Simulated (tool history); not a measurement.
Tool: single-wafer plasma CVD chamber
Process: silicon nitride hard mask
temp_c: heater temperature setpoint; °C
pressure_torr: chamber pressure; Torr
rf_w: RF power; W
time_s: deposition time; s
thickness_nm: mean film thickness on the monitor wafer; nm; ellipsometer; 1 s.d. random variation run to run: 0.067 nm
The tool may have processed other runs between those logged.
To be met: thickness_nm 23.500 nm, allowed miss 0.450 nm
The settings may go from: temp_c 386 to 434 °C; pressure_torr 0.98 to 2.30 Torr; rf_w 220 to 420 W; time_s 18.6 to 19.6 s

Run 1, day 0.000: temp_c 410 °C, pressure_torr 1.64 Torr, rf_w 320 W, time_s 19.6 s. Result: thickness_nm 21.571 nm.
Run 2, day 0.346: temp_c 410 °C, pressure_torr 1.69 Torr, rf_w 320 W, time_s 19.6 s. Result: thickness_nm 21.662 nm.
Run 3, day 0.658: temp_c 410 °C, pressure_torr 1.69 Torr, rf_w 320 W, time_s 19.6 s. Result: thickness_nm 21.552 nm.
Run 4, day 0.879: temp_c 410 °C, pressure_torr 1.69 Torr, rf_w 290 W, time_s 19.6 s. Result: thickness_nm 20.072 nm.
Run 5, day 1.188: temp_c 410 °C, pressure_torr 1.95 Torr, rf_w 290 W, time_s 19.6 s. Result: thickness_nm 20.804 nm.
Run 6, day 1.508: temp_c 410 °C, pressure_torr 1.95 Torr, rf_w 260 W, time_s 19.6 s. Result: thickness_nm 19.069 nm.
Run 7, day 1.742: temp_c 410 °C, pressure_torr 1.99 Torr, rf_w 270 W, time_s 19.6 s. Result: thickness_nm 19.778 nm.
Run 8, day 1.775: temp_c 410 °C, pressure_torr 2.02 Torr, rf_w 275 W, time_s 19.6 s. Result: thickness_nm 20.187 nm.
Run 9, day 1.962: temp_c 410 °C, pressure_torr 2.05 Torr, rf_w 280 W, time_s 19.6 s. Result: thickness_nm 20.515 nm.
Run 10, day 2.229: temp_c 409 °C, pressure_torr 2.30 Torr, rf_w 330 W, time_s 19.6 s. Result: thickness_nm 24.123 nm.
Run 11, day 2.396: temp_c 409 °C, pressure_torr 2.30 Torr, rf_w 330 W, time_s 19.6 s. Result: thickness_nm 23.985 nm.
Run 12, day 2.675: temp_c 409 °C, pressure_torr 2.29 Torr, rf_w 330 W, time_s 19.6 s. Result: thickness_nm 23.888 nm.

Below are 5 possible settings for the next run. Only one of them brings all results inside the allowed miss of their targets. Which is it?
Run A, day 2.954: temp_c 401 °C, pressure_torr 2.29 Torr, rf_w 345 W, time_s 19.2 s. Result: thickness_nm ?.
Run B, day 2.954: temp_c 392 °C, pressure_torr 2.30 Torr, rf_w 325 W, time_s 19.3 s. Result: thickness_nm ?.
Run C, day 2.954: temp_c 399 °C, pressure_torr 2.27 Torr, rf_w 325 W, time_s 18.6 s. Result: thickness_nm ?.
Run D, day 2.954: temp_c 408 °C, pressure_torr 2.30 Torr, rf_w 340 W, time_s 19.6 s. Result: thickness_nm ?.
Run E, day 2.954: temp_c 414 °C, pressure_torr 2.26 Torr, rf_w 345 W, time_s 19.6 s. Result: thickness_nm ?.

move  thickness_nm
   A        24.299
   B        23.493
   C        22.506
   D        24.505
   E        24.593
A: further off than the last run
B: every result within its allowed miss
C: carries the result that was furthest off beyond its target, to the other side
D: further off than the last run
E: further off than the last run
The right move is B.
